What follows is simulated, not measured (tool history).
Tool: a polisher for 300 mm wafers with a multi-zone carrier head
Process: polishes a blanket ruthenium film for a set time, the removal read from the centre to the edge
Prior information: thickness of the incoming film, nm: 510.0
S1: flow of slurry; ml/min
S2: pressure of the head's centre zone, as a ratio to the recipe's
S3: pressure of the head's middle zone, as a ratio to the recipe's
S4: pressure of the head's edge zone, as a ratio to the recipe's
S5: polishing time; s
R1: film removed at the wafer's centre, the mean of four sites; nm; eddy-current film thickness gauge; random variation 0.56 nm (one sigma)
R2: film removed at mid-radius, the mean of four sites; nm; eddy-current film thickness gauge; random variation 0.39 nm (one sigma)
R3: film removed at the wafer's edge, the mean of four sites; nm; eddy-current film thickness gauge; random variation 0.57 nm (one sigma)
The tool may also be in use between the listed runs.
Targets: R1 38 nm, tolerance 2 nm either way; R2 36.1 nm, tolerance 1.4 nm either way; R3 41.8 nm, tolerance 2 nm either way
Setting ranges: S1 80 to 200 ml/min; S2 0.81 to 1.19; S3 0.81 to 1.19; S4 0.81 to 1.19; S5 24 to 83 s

run  hour   S1    S2    S3    S4  S5      R1      R2      R3
  1     0  130     1     1     1  53  28.044  29.228   28.86
  2     9  130     1  0.99  1.02  55  30.476  29.893   30.03
  3  16.8  130  0.98  0.98  1.04  57  30.105   31.31  31.852
  4  24.7  135  0.98  0.97  1.06  58  30.728  31.522  32.308
  5  27.2  135  1.05  0.97  1.06  58  32.225  31.647  33.418
  6  32.6  135  1.06  0.97  1.07  59  35.091  32.245  32.966
  7  40.4  135  1.06  0.97  1.07  59  34.333  32.327  32.965
  8    48  140  1.05  0.96  1.08  60  34.386  32.625  34.545
  9  53.6  145  1.05  0.96  1.09  61   35.43  32.516  35.001
 10  60.4  145  1.04  0.96   1.1  62  35.555  32.817   35.72

Consider the 4 candidate settings below. Which is the only one whose results all fall within their allowed miss of target?
  A  67.2   95  1.16  1.16  0.95  61   ?   ?   ?
  B  67.2  135  1.04  0.96  1.11  67   ?   ?   ?
  C  67.2  165  0.96  0.85  1.12  71   ?   ?   ?
  D  67.2  135  0.87     1  1.05  69   ?   ?   ?

move      R1      R2      R3
   A  36.532  35.787  31.319
   B  37.884  36.395  38.436
   C  38.103  36.703  41.719
   D  32.598  38.511   38.48
A: lands further from the targets than the last run did
B: nearer the targets than the last run, but a result is still out of spec
C: all results land within tolerance of their targets
D: nearer the targets than the last run, but a result is still out of spec
Correct choice: C, which meets every target

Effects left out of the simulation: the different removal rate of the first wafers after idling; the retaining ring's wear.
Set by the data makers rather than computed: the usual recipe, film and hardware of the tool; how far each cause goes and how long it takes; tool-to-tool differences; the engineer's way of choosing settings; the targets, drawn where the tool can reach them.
